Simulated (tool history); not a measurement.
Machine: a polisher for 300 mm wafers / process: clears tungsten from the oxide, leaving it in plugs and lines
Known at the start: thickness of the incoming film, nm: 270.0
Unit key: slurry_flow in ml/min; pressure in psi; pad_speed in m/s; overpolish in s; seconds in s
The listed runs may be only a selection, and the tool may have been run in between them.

| run | hour | slurry_flow | pressure | pad_speed | slurry_solids | overpolish | seconds |
|---|---|---|---|---|---|---|---|
| 1 | 0.0 | 245 | 4.2 | 0.92 | 1.0 | 42 | 46.623 |
| 2 | 7.4 | 245 | 4.4 | 0.92 | 1.0 | 42 | 44.293 |
| 3 | 10.8 | 245 | 4.5 | 0.92 | 1.0 | 42 | 43.918 |
| 4 | 13.2 | 245 | 4.5 | 0.92 | 1.0 | 45 | 44.532 |
| 5 | 21.0 | 245 | 4.6 | 0.92 | 1.0 | 45 | 43.372 |
| 6 | 25.7 | 245 | 4.6 | 0.74 | 1.0 | 45 | 52.844 |

Estimate the outcome of run 7 from the log above:
| 7 | 30.8 | 245 | 4.9 | 0.74 | 1.0 | 45 | ? |

Run 7 gave seconds 50.622 s.

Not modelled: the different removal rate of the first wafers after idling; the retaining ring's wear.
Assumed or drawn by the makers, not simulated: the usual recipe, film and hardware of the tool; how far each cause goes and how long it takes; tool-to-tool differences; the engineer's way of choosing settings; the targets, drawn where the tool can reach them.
